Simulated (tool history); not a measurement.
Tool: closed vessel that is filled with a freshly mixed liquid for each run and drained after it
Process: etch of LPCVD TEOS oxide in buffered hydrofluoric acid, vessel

run,hour,temperature setpoint of the liquid (C),parts of 40 % ammonium fluoride to one part of 49 % hydrofluoric acid (parts by volume),time in the liquid (s),thickness taken off the LPCVD TEOS oxide on a monitor wafer (angstrom)
1,0.0,24.0,17.5,35,830.12
2,4.3,25.5,17.5,35,901.95
3,9.7,23.0,19.0,35,732.97
4,13.4,21.0,20.5,35,607.33
5,19.7,20.0,21.5,35,563.52
6,23.5,19.0,22.5,35,515.07
7,30.6,18.5,23.0,35,488.57
8,35.1,18.0,23.5,35,470.53

Predict the results of run 9:
9,37.6,17.5,24.0,35,?

Run 9 produced thickness taken off the LPCVD TEOS oxide on a monitor wafer (angstrom) 449.46.
